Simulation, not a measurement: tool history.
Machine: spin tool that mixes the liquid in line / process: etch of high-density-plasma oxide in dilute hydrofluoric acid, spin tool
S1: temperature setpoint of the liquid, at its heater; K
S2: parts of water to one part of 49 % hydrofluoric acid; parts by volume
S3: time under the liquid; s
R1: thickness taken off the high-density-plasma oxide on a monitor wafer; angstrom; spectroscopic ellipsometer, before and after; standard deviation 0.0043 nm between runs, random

run	hour	S1	S2	S3	R1
1	0.0	294.15	260	55	7.9681
2	3.1	293.65	265	55	7.5890
3	10.8	293.15	270	55	7.2054
4	12.4	293.15	270	35	4.7033
5	15.5	293.15	270	35	4.6730
6	17.8	293.65	270	35	4.7733
7	26.7	294.15	270	35	4.7927

Run 8, settings as shown, results not yet in. Your forecast:
8	28.7	297.65	265	35	?

R1: 5.6218 angstrom
